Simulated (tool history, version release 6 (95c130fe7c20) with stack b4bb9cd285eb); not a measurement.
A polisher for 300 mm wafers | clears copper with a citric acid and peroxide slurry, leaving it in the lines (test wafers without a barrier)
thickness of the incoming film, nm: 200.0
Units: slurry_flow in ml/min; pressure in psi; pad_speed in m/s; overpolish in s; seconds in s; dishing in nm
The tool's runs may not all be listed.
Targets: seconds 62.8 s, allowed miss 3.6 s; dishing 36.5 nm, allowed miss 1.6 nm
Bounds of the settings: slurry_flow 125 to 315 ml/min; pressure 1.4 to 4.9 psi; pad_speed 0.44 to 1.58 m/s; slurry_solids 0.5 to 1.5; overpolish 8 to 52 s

Run 1, day 0: slurry_flow 205 ml/min, pressure 3.1 psi, pad_speed 1 m/s, slurry_solids 1, overpolish 26 s. Result: seconds 77.903 s, dishing 41.293 nm.
Run 2, day 0.321: slurry_flow 205 ml/min, pressure 3.3 psi, pad_speed 1 m/s, slurry_solids 1, overpolish 23 s. Result: seconds 75.056 s, dishing 38.188 nm.
Run 3, day 0.371: slurry_flow 205 ml/min, pressure 3.3 psi, pad_speed 1 m/s, slurry_solids 1.2, overpolish 23 s. Result: seconds 71.114 s, dishing 39.804 nm.
Run 4, day 0.571: slurry_flow 205 ml/min, pressure 3.3 psi, pad_speed 1.22 m/s, slurry_solids 1.2, overpolish 23 s. Result: seconds 58.085 s, dishing 45.079 nm.
Run 5, day 0.608: slurry_flow 160 ml/min, pressure 3.3 psi, pad_speed 1.22 m/s, slurry_solids 1.2, overpolish 23 s. Result: seconds 62.621 s, dishing 44.021 nm.
Run 6, day 0.896: slurry_flow 160 ml/min, pressure 3 psi, pad_speed 1.22 m/s, slurry_solids 1.2, overpolish 23 s. Result: seconds 66.595 s, dishing 42.975 nm.
At day 0.933: head pressure recalibrated.
Run 7, day 0.933: slurry_flow 170 ml/min, pressure 3 psi, pad_speed 1.22 m/s, slurry_solids 1.2, overpolish 21 s. Result: seconds 69.401 s, dishing 37.901 nm.
Run 8, day 1.029: slurry_flow 185 ml/min, pressure 3 psi, pad_speed 1.22 m/s, slurry_solids 1.2, overpolish 20 s. Result: seconds 67.109 s, dishing 37.231 nm.

5 next moves are on the table. One of them brings every result within its allowed miss. Which?
Run A, day 1.125: slurry_flow 245 ml/min, pressure 2.9 psi, pad_speed 1.34 m/s, slurry_solids 1.05, overpolish 22 s. Result: seconds ?, dishing ?.
Run B, day 1.125: slurry_flow 170 ml/min, pressure 3 psi, pad_speed 1.14 m/s, slurry_solids 1.1, overpolish 19 s. Result: seconds ?, dishing ?.
Run C, day 1.125: slurry_flow 200 ml/min, pressure 3 psi, pad_speed 1.16 m/s, slurry_solids 1.2, overpolish 23 s. Result: seconds ?, dishing ?.
Run D, day 1.125: slurry_flow 315 ml/min, pressure 2.4 psi, pad_speed 1.42 m/s, slurry_solids 1.25, overpolish 19 s. Result: seconds ?, dishing ?.
Run E, day 1.125: slurry_flow 145 ml/min, pressure 2.9 psi, pad_speed 1.18 m/s, slurry_solids 1.35, overpolish 18 s. Result: seconds ?, dishing ?.

move  seconds  dishing
   A   63.148   41.963
   B   74.598   32.906
   C   70.166   40.148
   D   64.047   36.864
   E   72.083   32.347
A: brings the result that was furthest off to its target, and leaves another outside
B: further off than the last run
C: further off than the last run
D: meets every target
E: further off than the last run
The right move is D.
